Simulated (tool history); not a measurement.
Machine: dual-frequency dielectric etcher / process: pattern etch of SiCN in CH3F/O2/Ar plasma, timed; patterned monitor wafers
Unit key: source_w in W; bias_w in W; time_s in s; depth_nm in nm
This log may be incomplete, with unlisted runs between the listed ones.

| run | hour | source_w | bias_w | time_s | depth_nm |
|---|---|---|---|---|---|
| 1 | 0 | 360 | 53 | 43.5 | 14.042 |
| 2 | 1 | 360 | 53 | 39.5 | 12.707 |
| 3 | 8.6 | 320 | 53 | 39.5 | 12.127 |
| 4 | 16.2 | 260 | 53 | 39.5 | 11.092 |
| 5 | 24.8 | 310 | 53 | 39.5 | 11.871 |
| 6 | 32.5 | 340 | 54 | 39.5 | 12.585 |

Run 7 is up next; what results do you expect?
| 7 | 41 | 360 | 55 | 39.5 | ? |

Run 7 yielded depth_nm 12.925 nm.

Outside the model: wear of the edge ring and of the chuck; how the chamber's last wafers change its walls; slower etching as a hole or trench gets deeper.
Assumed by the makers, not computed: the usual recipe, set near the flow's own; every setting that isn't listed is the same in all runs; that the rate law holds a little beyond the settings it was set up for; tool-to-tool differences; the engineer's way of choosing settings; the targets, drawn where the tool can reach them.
